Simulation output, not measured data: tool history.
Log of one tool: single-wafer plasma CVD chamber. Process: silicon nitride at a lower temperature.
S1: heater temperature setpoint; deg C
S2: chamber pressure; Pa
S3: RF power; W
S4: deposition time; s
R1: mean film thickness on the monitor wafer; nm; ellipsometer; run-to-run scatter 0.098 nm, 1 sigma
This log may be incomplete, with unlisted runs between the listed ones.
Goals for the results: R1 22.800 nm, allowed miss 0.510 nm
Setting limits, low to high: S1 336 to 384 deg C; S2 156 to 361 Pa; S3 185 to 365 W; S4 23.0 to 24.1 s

| run | day | S1 | S2 | S3 | S4 | R1 |
|---|---|---|---|---|---|---|
| 1 | 0.000 | 360 | 259 | 275 | 24.1 | 26.424 |
| 2 | 0.271 | 360 | 259 | 300 | 24.1 | 28.497 |
| 3 | 0.646 | 360 | 243 | 285 | 24.0 | 26.898 |
| 4 | 0.671 | 360 | 243 | 285 | 23.0 | 25.624 |
| 5 | 0.988 | 365 | 243 | 285 | 23.0 | 25.653 |
| 6 | 1.108 | 355 | 243 | 285 | 23.0 | 25.670 |
| 7 | 1.271 | 355 | 228 | 280 | 23.0 | 24.940 |
|  | 1.525 | thermocouple changed; heater temperature recalibrated |
| 8 | 1.525 | 355 | 176 | 260 | 23.0 | 22.111 |
| 9 | 1.875 | 355 | 180 | 260 | 23.0 | 22.132 |
| 10 | 2.204 | 355 | 184 | 260 | 23.0 | 22.235 |

Next run, 4 choices. One meets every target within its allowed miss, the rest don't. Which?
| A | 2.533 | 356 | 199 | 225 | 24.1 | ? |
| B | 2.533 | 350 | 185 | 250 | 24.1 | ? |
| C | 2.533 | 356 | 180 | 250 | 23.1 | ? |
| D | 2.533 | 359 | 171 | 250 | 23.9 | ? |

| move | R1 |
|---|---|
| A | 20.904 |
| B | 22.656 |
| C | 21.523 |
| D | 21.965 |
A: misses by more than the last run did
B: hits every target within its allowed miss
C: misses by more than the last run did
D: misses by more than the last run did
The right move is B.

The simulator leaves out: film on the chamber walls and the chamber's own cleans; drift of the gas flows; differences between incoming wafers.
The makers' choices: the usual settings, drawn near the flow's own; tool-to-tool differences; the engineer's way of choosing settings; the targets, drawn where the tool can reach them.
